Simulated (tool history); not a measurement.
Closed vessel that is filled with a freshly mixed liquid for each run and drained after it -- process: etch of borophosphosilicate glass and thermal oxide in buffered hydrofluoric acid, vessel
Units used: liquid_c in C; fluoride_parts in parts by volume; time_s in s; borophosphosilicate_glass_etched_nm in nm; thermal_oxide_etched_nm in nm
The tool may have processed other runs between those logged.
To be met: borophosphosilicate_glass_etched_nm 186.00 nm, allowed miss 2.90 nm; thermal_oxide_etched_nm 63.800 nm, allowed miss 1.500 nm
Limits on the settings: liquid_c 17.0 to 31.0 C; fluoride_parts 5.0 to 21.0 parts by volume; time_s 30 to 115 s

run,hour,liquid_c,fluoride_parts,time_s,borophosphosilicate_glass_etched_nm,thermal_oxide_etched_nm
1,0.0,23.0,13.0,60,168.66,57.972
2,4.8,23.5,13.0,60,172.36,59.857
3,12.4,24.0,13.0,60,178.21,60.698
4,17.8,24.5,13.0,60,182.77,63.337
5,20.5,24.5,13.0,80,243.20,83.476
6,28.2,23.5,13.0,80,229.87,79.191
7,30.5,22.5,13.0,80,218.33,75.793
8,35.2,22.0,13.0,80,211.24,73.807
9,41.3,21.5,13.0,80,206.88,70.877
10,41.9,21.0,13.0,80,200.71,68.858
11,44.3,20.5,13.0,80,194.93,66.785
12,50.9,20.0,13.0,80,190.38,65.211

Exactly one of the 4 candidate moves below puts every result within its allowed miss. Which one?
A,57.5,20.5,13.0,80,?,?
B,57.5,17.0,6.5,50,?,?
C,57.5,24.0,15.5,75,?,?
D,57.5,24.5,15.5,75,?,?

move,borophosphosilicate_glass_etched_nm,thermal_oxide_etched_nm
A,194.84,67.287
B,193.51,65.989
C,185.94,64.416
D,191.03,66.195
A: further off than the last run
B: further off than the last run
C: in spec on every target
D: further off than the last run
Answer: C

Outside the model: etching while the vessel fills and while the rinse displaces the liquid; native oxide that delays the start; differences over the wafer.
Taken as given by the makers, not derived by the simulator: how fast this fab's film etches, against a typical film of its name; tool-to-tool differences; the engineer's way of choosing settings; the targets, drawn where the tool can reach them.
